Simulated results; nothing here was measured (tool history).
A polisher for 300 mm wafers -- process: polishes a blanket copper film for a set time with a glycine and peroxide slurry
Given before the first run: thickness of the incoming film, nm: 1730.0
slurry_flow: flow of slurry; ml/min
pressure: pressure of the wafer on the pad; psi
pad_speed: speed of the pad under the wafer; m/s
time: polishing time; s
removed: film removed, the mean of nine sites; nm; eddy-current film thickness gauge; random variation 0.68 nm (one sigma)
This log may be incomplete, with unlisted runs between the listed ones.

run	hour	slurry_flow	pressure	pad_speed	time	removed
1	0	230	2.1	0.88	37	122.18
2	6.3	230	1.7	0.78	36	94.722
3	14.4	230	1.2	0.78	36	74.922
4	15	230	1.1	0.74	36	68.867
5	22.1	230	1.1	0.74	37	70.622
6	26.4	230	1.1	0.74	37	70.52
7	33.6	230	1.1	0.72	37	68.821
8	37.8	230	1.1	0.7	37	69.075

Forecast run 9:
9	40.7	230	1.1	0.68	37	?

{"run 9": {"removed": 67.411}}
